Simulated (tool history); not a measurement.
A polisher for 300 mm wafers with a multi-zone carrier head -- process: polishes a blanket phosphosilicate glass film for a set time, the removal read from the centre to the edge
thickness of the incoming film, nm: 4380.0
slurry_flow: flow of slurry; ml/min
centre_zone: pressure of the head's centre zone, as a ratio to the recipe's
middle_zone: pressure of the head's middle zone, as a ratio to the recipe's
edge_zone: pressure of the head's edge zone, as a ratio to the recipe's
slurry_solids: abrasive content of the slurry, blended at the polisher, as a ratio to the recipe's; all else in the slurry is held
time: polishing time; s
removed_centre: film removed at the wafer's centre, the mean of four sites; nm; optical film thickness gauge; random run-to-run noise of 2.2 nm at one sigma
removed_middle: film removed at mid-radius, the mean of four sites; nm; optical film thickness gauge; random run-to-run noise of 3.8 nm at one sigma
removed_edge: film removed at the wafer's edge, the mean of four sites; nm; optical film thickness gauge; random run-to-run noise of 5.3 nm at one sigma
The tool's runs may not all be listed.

run 1 hour=0 | slurry_flow=195 centre_zone=1 middle_zone=1 edge_zone=1 slurry_solids=1 time=51 | removed_centre=261.25 removed_middle=265.66 removed_edge=273.33
run 2 hour=2.3 | slurry_flow=205 centre_zone=1 middle_zone=1.04 edge_zone=1.03 slurry_solids=1.1 time=51 | removed_centre=265.48 removed_middle=280.58 removed_edge=283.72
run 3 hour=5.9 | slurry_flow=205 centre_zone=1.05 middle_zone=1.04 edge_zone=1.03 slurry_solids=1.1 time=51 | removed_centre=283.32 removed_middle=289.37 removed_edge=278.18
run 4 hour=13.9 | slurry_flow=205 centre_zone=1.05 middle_zone=1.04 edge_zone=0.97 slurry_solids=1.1 time=51 | removed_centre=283.37 removed_middle=288.55 removed_edge=271.51
run 5 hour=21.8 | slurry_flow=210 centre_zone=1.04 middle_zone=1.07 edge_zone=1 slurry_solids=1.2 time=52 | removed_centre=297.29 removed_middle=311.04 removed_edge=290.45
run 6 hour=28.8 | slurry_flow=215 centre_zone=1.03 middle_zone=1.1 edge_zone=1.03 slurry_solids=1.25 time=53 | removed_centre=304.84 removed_middle=328.62 removed_edge=311.59

Run 7 comes next. What will it give?
run 7 hour=36.7 | slurry_flow=225 centre_zone=1.02 middle_zone=1.12 edge_zone=1.03 slurry_solids=1.3 time=53 | removed_centre=? removed_middle=? removed_edge=?

Run 7 measured removed_centre 310.08 nm, removed_middle 337.47 nm, removed_edge 306.81 nm.

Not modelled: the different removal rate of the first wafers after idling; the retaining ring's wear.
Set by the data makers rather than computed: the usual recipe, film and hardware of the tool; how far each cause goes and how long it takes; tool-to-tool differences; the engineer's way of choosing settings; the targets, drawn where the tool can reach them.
